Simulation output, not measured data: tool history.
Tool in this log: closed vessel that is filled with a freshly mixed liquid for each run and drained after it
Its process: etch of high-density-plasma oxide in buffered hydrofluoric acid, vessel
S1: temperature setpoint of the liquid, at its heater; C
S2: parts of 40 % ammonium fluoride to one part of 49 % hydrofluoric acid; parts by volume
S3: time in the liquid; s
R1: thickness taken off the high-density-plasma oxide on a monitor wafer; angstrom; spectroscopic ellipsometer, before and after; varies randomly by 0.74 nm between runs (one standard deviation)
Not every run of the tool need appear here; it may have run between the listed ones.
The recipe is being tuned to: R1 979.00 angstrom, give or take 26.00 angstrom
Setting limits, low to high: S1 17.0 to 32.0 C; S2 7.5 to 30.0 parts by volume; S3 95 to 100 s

run 1 day=0.000 | S1=25.0 S2=20.5 S3=95 | R1=1351.90
run 2 day=0.238 | S1=25.0 S2=20.5 S3=100 | R1=1422.80
run 3 day=0.412 | S1=23.5 S2=20.5 S3=100 | R1=1297.80
run 4 day=0.521 | S1=22.5 S2=20.5 S3=100 | R1=1233.60
run 5 day=0.758 | S1=22.5 S2=20.5 S3=100 | R1=1224.10
run 6 day=1.038 | S1=22.5 S2=20.5 S3=100 | R1=1220.00
run 7 day=1.358 | S1=22.0 S2=20.5 S3=100 | R1=1193.00
run 8 day=1.508 | S1=21.5 S2=20.5 S3=100 | R1=1158.70
run 9 day=1.783 | S1=21.0 S2=20.5 S3=100 | R1=1136.70
run 10 day=1.867 | S1=20.5 S2=20.5 S3=100 | R1=1110.10
run 11 day=2.017 | S1=20.0 S2=20.5 S3=100 | R1=1088.50
-- day=2.212 hydrofluoric acid flow meter replaced
run 12 day=2.212 | S1=19.5 S2=20.5 S3=100 | R1=1081.20
run 13 day=2.321 | S1=19.5 S2=20.5 S3=100 | R1=1086.00

Consider the 4 candidate settings below. Which is the only one whose results all fall within their allowed miss of target?
run A day=2.429 | S1=18.0 S2=19.5 S3=95 | R1=?
run B day=2.429 | S1=21.5 S2=19.5 S3=100 | R1=?
run C day=2.429 | S1=20.5 S2=20.0 S3=95 | R1=?
run D day=2.429 | S1=20.0 S2=20.0 S3=100 | R1=?

move=A R1=998.21
move=B R1=1279.40
move=C R1=1121.00
move=D R1=1147.40
A: hits every target within its allowed miss
B: further off than the last run
C: further off than the last run
D: further off than the last run
A is the move that brings every result within its allowed miss.
